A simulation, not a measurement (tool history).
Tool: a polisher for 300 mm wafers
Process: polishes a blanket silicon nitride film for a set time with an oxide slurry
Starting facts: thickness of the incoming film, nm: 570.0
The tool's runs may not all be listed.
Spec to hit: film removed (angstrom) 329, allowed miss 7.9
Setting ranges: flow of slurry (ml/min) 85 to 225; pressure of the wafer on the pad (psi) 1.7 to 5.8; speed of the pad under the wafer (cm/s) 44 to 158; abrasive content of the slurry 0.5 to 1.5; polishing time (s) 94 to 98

run  hour  flow of slurry (ml/min)  pressure of the wafer on the pad (psi)  speed of the pad under the wafer (cm/s)  abrasive content of the slurry  polishing time (s)  film removed (angstrom)
  1     0                      145                                     3.7                                      100                               1                  94                   537.29
  2   1.8                      125                                     3.7                                      100                               1                  94                   521.54
  3   6.2                      120                                     3.4                                      100                               1                  94                   476.38
  4  14.1                      120                                     3.4                                      100                               1                  98                   495.78
  5  18.3                      120                                     3.4                                      100                             1.2                  98                   537.16
  6  23.9                      115                                     3.1                                      100                             1.2                  98                   499.52
  7  29.3                      110                                     2.8                                      100                             1.2                  98                   443.94
  8    38                      105                                     2.6                                      100                             1.2                  98                   408.99
  9  44.9                      100                                     2.5                                      100                             1.2                  98                   395.31
 10  48.7                      100                                     2.4                                      100                             1.2                  98                   385.26
 11  56.6                      100                                     2.3                                      100                             1.2                  98                   364.42
 12    58                      100                                     2.3                                      100                             1.2                  98                   374.17
 13  60.9                      100                                     2.2                                      100                             1.2                  98                   361.14
 14  66.2                       95                                     2.1                                      100                             1.2                  98                   339.69

Exactly one of the 5 candidate moves below puts every result within its allowed miss. Which one?
  A  71.5                       85                                     2.2                                      104                             1.3                  95                        ?
  B  71.5                      100                                     2.1                                      104                             1.1                  94                        ?
  C  71.5                       85                                     2.2                                      100                             1.5                  94                        ?
  D  71.5                       85                                     2.1                                      106                             1.1                  94                        ?
  E  71.5                       90                                       2                                      116                             1.2                  98                        ?

move  film removed (angstrom)
   A                   343.26
   B                   324.63
   C                   349.52
   D                      311
   E                   345.57
A: further off than the last run
B: all results land within tolerance of their targets
C: further off than the last run
D: moves the result that the last run missed by most past its target, out the other side
E: further off than the last run
Move B is the one to make.

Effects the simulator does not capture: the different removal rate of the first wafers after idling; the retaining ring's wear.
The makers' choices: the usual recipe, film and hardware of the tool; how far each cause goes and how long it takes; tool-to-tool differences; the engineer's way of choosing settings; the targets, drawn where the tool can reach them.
